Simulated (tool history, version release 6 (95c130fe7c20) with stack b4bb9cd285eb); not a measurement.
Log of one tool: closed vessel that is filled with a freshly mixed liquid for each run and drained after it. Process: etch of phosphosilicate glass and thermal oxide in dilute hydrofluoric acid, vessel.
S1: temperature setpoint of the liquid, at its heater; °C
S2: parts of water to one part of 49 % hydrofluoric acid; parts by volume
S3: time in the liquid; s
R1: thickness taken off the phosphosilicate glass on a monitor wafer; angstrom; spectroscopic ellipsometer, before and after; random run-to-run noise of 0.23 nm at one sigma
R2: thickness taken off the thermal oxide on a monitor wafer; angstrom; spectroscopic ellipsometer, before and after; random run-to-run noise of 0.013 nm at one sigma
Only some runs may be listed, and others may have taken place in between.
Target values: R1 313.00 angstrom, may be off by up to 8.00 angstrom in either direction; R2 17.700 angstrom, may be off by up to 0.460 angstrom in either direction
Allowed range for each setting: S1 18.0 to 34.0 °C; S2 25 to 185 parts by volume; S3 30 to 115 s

Run 1, hour 0.0: S1 26.0 °C, S2 105 parts by volume, S3 60 s. Result: R1 507.33 angstrom, R2 29.006 angstrom.
Run 2, hour 5.8: S1 26.0 °C, S2 105 parts by volume, S3 70 s. Result: R1 592.56 angstrom, R2 33.147 angstrom.
Run 3, hour 13.0: S1 25.0 °C, S2 110 parts by volume, S3 70 s. Result: R1 534.99 angstrom, R2 30.555 angstrom.
Run 4, hour 20.0: S1 24.0 °C, S2 115 parts by volume, S3 70 s. Result: R1 494.50 angstrom, R2 27.821 angstrom.
Run 5, hour 25.6: S1 24.0 °C, S2 140 parts by volume, S3 70 s. Result: R1 393.89 angstrom, R2 22.321 angstrom.
Run 6, hour 29.5: S1 23.0 °C, S2 140 parts by volume, S3 70 s. Result: R1 377.18 angstrom, R2 21.311 angstrom.
Run 7, hour 32.9: S1 23.0 °C, S2 140 parts by volume, S3 70 s. Result: R1 380.26 angstrom, R2 21.303 angstrom.
Run 8, hour 36.5: S1 22.5 °C, S2 140 parts by volume, S3 70 s. Result: R1 371.02 angstrom, R2 20.828 angstrom.

5 candidate next runs follow, results not yet known. Just one meets every target within its allowed miss. Identify it.
Run A, hour 40.1: S1 19.5 °C, S2 130 parts by volume, S3 65 s. Result: R1 ?, R2 ?.
Run B, hour 40.1: S1 18.5 °C, S2 160 parts by volume, S3 80 s. Result: R1 ?, R2 ?.
Run C, hour 40.1: S1 19.0 °C, S2 145 parts by volume, S3 75 s. Result: R1 ?, R2 ?.
Run D, hour 40.1: S1 24.0 °C, S2 155 parts by volume, S3 90 s. Result: R1 ?, R2 ?.
Run E, hour 40.1: S1 20.5 °C, S2 145 parts by volume, S3 70 s. Result: R1 ?, R2 ?.

move      R1      R2
   A  339.90  18.846
   B  316.59  17.554
   C  339.25  18.810
   D  458.34  25.413
   E  336.23  18.642
A: nearer the targets than the last run, but a result is still out of spec
B: each result inside its tolerance
C: nearer the targets than the last run, but a result is still out of spec
D: further off than the last run
E: nearer the targets than the last run, but a result is still out of spec
So the answer is move B, the one that meets all the targets.
